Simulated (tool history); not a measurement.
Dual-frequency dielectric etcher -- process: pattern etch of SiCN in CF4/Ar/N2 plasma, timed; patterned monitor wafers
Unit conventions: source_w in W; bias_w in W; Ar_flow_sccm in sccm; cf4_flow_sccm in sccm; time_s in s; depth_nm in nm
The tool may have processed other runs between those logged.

| run | hour | source_w | bias_w | Ar_flow_sccm | cf4_flow_sccm | time_s | depth_nm |
|---|---|---|---|---|---|---|---|
| 1 | 0 | 590 | 66 | 118 | 59 | 211.5 | 211.56 |
| 2 | 0.8 | 590 | 66 | 118 | 59 | 211.5 | 210.77 |
| 3 | 5.5 | 570 | 66 | 118 | 59 | 211.5 | 203.8 |
| 4 | 13.8 | 570 | 66 | 118 | 59 | 220.5 | 213 |
| 5 | 20.3 | 570 | 59 | 118 | 59 | 220.5 | 203.13 |
| 6 | 29.2 | 560 | 59 | 118 | 59 | 220.5 | 203.18 |

What does the tool deliver on the next run?
| 7 | 36.7 | 550 | 59 | 118 | 59 | 220.5 | ? |

Run 7 produced depth_nm 196.6 nm.
